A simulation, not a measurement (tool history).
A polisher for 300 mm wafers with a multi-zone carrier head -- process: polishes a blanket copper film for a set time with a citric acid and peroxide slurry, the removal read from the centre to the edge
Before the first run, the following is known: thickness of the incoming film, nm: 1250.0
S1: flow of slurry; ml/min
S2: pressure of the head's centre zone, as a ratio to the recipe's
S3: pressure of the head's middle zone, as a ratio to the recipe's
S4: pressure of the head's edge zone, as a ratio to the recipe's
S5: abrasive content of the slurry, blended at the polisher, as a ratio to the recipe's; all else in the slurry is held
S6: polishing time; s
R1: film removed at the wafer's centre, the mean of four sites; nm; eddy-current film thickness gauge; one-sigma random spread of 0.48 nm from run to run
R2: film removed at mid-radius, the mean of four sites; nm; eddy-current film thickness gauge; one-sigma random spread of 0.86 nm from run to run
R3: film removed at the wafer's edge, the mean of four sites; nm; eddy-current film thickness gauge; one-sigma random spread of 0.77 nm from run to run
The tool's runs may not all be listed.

run,day,S1,S2,S3,S4,S5,S6,R1,R2,R3
1,0,180,1,1,1,1,55,124,126.11,128.89
2,0.167,180,0.99,1,0.97,0.9,49,105.23,106.63,112.09
3,0.267,180,0.99,1,0.97,0.9,42,90.445,94.32,94.338
4,0.433,180,0.99,1,1.03,0.9,42,90.043,93.756,95.53
5,0.617,145,0.99,1,1.03,0.9,42,86.024,90.256,92.273
6,0.746,145,0.99,1,1.07,0.9,42,87.087,89.91,94.765
7,1.058,160,0.97,0.98,0.97,0.65,28,52.212,53.325,54.794

Estimate the outcome of run 8 from the log above:
# day 1.275: worn pad replaced by a new one
8,1.275,180,0.97,1,0.98,0.65,28,?,?,?

Run 8 measured R1 57.985 nm, R2 59.999 nm, R3 61.886 nm.

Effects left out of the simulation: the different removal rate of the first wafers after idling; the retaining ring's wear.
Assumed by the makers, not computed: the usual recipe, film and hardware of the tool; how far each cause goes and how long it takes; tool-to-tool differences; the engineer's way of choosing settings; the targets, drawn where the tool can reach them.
